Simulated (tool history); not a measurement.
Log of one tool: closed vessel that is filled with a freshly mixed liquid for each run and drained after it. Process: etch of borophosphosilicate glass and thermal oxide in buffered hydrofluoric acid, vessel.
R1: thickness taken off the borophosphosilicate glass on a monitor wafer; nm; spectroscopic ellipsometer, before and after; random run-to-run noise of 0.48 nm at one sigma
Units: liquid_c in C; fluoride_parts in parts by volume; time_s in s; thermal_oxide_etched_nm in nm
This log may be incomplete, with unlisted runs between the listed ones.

{"run": 1, "hour": 0.0, "liquid_c": 23, "fluoride_parts": 10.5, "time_s": 60, "R1": 105.78, "thermal_oxide_etched_nm": 61.069}
{"run": 2, "hour": 3.0, "liquid_c": 23.5, "fluoride_parts": 10.5, "time_s": 60, "R1": 108.93, "thermal_oxide_etched_nm": 63.434}
{"run": 3, "hour": 8.7, "liquid_c": 23.5, "fluoride_parts": 10.5, "time_s": 85, "R1": 153.71, "thermal_oxide_etched_nm": 90.107}
{"run": 4, "hour": 11.1, "liquid_c": 22.5, "fluoride_parts": 10.5, "time_s": 85, "R1": 145.99, "thermal_oxide_etched_nm": 85.835}
{"run": 5, "hour": 18.7, "liquid_c": 22, "fluoride_parts": 10.5, "time_s": 85, "R1": 141.65, "thermal_oxide_etched_nm": 83.679}
{"run": 6, "hour": 22.4, "liquid_c": 22, "fluoride_parts": 7.5, "time_s": 85, "R1": 194.98, "thermal_oxide_etched_nm": 115.11}
{"run": 7, "hour": 29.9, "liquid_c": 21, "fluoride_parts": 8, "time_s": 85, "R1": 171.98, "thermal_oxide_etched_nm": 99.402}
{"run": 8, "hour": 33.0, "liquid_c": 20, "fluoride_parts": 8, "time_s": 85, "R1": 161.86, "thermal_oxide_etched_nm": 93.831}
{"run": 9, "hour": 37.2, "liquid_c": 19.5, "fluoride_parts": 8, "time_s": 85, "R1": 158.5, "thermal_oxide_etched_nm": 90.976}
{"run": 10, "hour": 43.3, "liquid_c": 19, "fluoride_parts": 8.5, "time_s": 85, "R1": 142.77, "thermal_oxide_etched_nm": 83.492}

The next listed run, before its measurement:
{"run": 11, "hour": 52.2, "liquid_c": 17, "fluoride_parts": 8.5, "time_s": 85, "R1": "?", "thermal_oxide_etched_nm": "?"}

R1: 127.37 nm
thermal_oxide_etched_nm: 73.185 nm
